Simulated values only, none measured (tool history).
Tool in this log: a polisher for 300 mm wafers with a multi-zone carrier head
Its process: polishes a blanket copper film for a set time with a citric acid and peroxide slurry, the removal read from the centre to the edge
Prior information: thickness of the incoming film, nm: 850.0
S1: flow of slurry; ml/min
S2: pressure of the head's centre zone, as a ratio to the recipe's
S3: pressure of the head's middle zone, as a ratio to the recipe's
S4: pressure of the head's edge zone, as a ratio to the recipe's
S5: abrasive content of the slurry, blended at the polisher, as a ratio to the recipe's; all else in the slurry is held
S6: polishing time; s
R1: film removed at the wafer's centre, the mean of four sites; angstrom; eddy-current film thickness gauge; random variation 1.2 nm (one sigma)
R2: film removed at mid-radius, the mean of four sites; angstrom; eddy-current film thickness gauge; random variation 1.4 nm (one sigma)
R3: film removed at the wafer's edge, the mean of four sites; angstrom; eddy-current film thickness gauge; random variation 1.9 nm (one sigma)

run 1 hour=0 | S1=280 S2=1 S3=1 S4=1 S5=1 S6=66 | R1=945.78 R2=926.92 R3=954.51
run 2 hour=3.6 | S1=280 S2=0.99 S3=1.01 S4=1.02 S5=1.1 S6=67 | R1=988.43 R2=974.2 R3=1003.4
run 3 hour=11.1 | S1=280 S2=1.04 S3=1.01 S4=1.02 S5=1.1 S6=67 | R1=1015.2 R2=965.51 R3=1022.8
run 4 hour=12.3 | S1=280 S2=1.04 S3=1.01 S4=1.02 S5=1.1 S6=83 | R1=1253.2 R2=1198.7 R3=1246.4
run 5 hour=13.3 | S1=280 S2=0.97 S3=1.01 S4=1.02 S5=1.1 S6=83 | R1=1150.9 R2=1197.5 R3=1258.4
run 6 hour=21.3 | S1=275 S2=0.96 S3=1.01 S4=1.02 S5=1.1 S6=83 | R1=1164 R2=1203.9 R3=1233.3
run 7 hour=24.1 | S1=275 S2=0.95 S3=1.01 S4=1.03 S5=1.1 S6=83 | R1=1142.2 R2=1204.4 R3=1214.9

Run 8 is up next; what results do you expect?
run 8 hour=27.9 | S1=280 S2=0.93 S3=1 S4=1.04 S5=1.15 S6=83 | R1=? R2=? R3=?

Run 8 produced R1 1135.7 angstrom, R2 1194 angstrom, R3 1295.1 angstrom.

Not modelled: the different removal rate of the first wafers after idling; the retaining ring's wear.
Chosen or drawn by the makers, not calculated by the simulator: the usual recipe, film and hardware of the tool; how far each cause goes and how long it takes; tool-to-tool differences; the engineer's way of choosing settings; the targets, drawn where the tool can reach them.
